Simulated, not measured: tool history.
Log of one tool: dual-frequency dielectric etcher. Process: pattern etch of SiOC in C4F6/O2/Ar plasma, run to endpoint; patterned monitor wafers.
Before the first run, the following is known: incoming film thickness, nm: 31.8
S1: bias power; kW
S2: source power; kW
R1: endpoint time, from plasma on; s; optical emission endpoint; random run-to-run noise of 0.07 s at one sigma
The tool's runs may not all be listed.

run  hour     S1    S2      R1
  1     0  0.476  0.46  10.218
  2   3.3  0.418  0.46  10.914
  3   6.9  0.413  0.46  10.958
  4  13.1  0.409  0.46  10.992
  5  15.9  0.338  0.46  12.064
  6  23.3  0.346  0.46  12.043
  7    24  0.428  0.48  10.609
  8  28.6   0.42  0.48  10.728
  9  32.7  0.414  0.48  10.897
 10  35.1   0.41  0.48   10.74
 11  37.9  0.404  0.48  10.843

Predict the results of run 12:
 12    39  0.399  0.48   ?

Run 12 came out at R1 10.964 s.
